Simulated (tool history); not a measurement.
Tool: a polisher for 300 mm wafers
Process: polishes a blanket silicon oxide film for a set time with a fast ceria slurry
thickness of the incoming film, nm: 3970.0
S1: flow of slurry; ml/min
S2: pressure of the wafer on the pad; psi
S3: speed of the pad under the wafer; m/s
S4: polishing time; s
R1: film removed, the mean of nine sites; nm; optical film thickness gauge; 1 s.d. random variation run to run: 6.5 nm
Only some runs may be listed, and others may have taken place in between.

run,hour,S1,S2,S3,S4,R1
1,0.0,265,2.2,1.04,35,506.41
2,7.5,270,2.4,1.04,35,553.81
3,9.0,270,2.4,0.82,35,439.40
4,15.5,270,2.4,1.02,35,529.99
5,20.4,270,2.6,1.04,35,588.06
6,27.3,220,2.6,1.04,35,577.60
7,31.8,230,2.8,1.06,35,632.01

For run 8, what comes out?
8,34.2,240,2.9,1.08,35,?

{"run 8": {"R1": 675.89}}
